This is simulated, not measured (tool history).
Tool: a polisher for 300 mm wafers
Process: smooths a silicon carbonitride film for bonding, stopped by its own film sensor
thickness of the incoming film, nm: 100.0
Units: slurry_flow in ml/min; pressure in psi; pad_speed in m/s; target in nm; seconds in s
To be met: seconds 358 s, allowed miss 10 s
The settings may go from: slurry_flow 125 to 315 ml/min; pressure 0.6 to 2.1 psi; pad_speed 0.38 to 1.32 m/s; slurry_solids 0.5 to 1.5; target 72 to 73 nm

run	day	slurry_flow	pressure	pad_speed	slurry_solids	target	seconds
1	0	205	1.3	0.84	1	73	245.26
2	0.079	205	1.3	0.84	1	72	253.84
3	0.338	240	1.3	0.84	1	72	248.15
4	0.429	230	1.2	0.84	1	72	271.65
5	0.588	225	1.1	0.84	1	72	295.71
6	0.675	215	1	0.84	1	72	327.13
7	0.883	205	1	0.84	1	72	325.51
8	1.054	200	1	0.84	1	72	330.27
9	1.4	190	1	0.84	1	72	335.86

Which of these 4 next moves meets every target?
A	1.746	210	1.1	0.86	0.9	73	?
B	1.746	185	1	0.88	1	72	?
C	1.746	195	0.9	0.86	0.9	73	?
D	1.746	190	0.8	0.84	1.1	73	?

move	seconds
A	294.97
B	320.52
C	361.18
D	380.94
A: further off than the last run
B: further off than the last run
C: meets every target
D: takes the result that was furthest off past its target
The right move is C.
